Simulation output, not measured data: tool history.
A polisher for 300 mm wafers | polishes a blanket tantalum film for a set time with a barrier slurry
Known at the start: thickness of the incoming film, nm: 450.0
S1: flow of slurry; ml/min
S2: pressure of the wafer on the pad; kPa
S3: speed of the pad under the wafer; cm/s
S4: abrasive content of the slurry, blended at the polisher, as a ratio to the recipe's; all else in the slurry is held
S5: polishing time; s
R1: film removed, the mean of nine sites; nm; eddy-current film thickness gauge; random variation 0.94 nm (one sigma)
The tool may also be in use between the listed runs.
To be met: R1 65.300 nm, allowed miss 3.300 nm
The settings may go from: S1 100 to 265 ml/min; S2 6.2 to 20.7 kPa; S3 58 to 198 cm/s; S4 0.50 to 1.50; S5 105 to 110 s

| run | hour | S1 | S2 | S3 | S4 | S5 | R1 |
|---|---|---|---|---|---|---|---|
| 1 | 0.0 | 170 | 13.1 | 128 | 1.00 | 105 | 203.500 |
| 2 | 1.5 | 170 | 15.9 | 128 | 1.00 | 105 | 237.880 |
| 3 | 6.4 | 155 | 15.9 | 128 | 1.00 | 105 | 238.000 |
| 4 | 7.2 | 155 | 18.6 | 128 | 1.00 | 105 | 272.580 |
| 5 | 8.3 | 155 | 18.6 | 128 | 1.00 | 110 | 289.850 |
| 6 | 13.5 | 155 | 18.6 | 114 | 1.00 | 110 | 263.610 |
| 7 | 22.5 | 145 | 16.5 | 104 | 0.90 | 109 | 202.690 |
| 8 | 30.8 | 140 | 14.5 | 96 | 0.85 | 108 | 155.090 |
| 9 | 34.5 | 140 | 13.1 | 90 | 0.85 | 108 | 132.520 |
| 10 | 40.5 | 140 | 13.1 | 90 | 0.85 | 108 | 135.110 |
| 11 | 46.5 | 140 | 11.7 | 84 | 0.85 | 108 | 114.180 |
| 12 | 51.8 | 140 | 11.0 | 80 | 0.85 | 108 | 101.450 |
| 13 | 56.5 | 140 | 10.3 | 78 | 0.85 | 108 | 90.850 |
| 14 | 64.9 | 140 | 9.7 | 78 | 0.85 | 108 | 85.821 |
| 15 | 73.5 | 140 | 9.0 | 78 | 0.85 | 108 | 81.142 |
| 16 | 79.5 | 140 | 6.2 | 76 | 0.85 | 108 | 56.485 |

5 next moves are on the table. One of them brings every result within its allowed miss. Which?
| A | 85.5 | 150 | 9.0 | 66 | 0.90 | 109 | ? |
| B | 85.5 | 130 | 6.9 | 96 | 0.85 | 106 | ? |
| C | 85.5 | 135 | 6.9 | 58 | 0.80 | 108 | ? |
| D | 85.5 | 145 | 8.3 | 74 | 0.95 | 110 | ? |
| E | 85.5 | 150 | 7.6 | 66 | 1.15 | 109 | ? |

| move | R1 |
|---|---|
| A | 74.431 |
| B | 77.344 |
| C | 48.099 |
| D | 78.511 |
| E | 68.290 |
A: takes the result that was furthest off past its target
B: takes the result that was furthest off past its target
C: further off than the last run
D: takes the result that was furthest off past its target
E: meets every target
The right move is E.
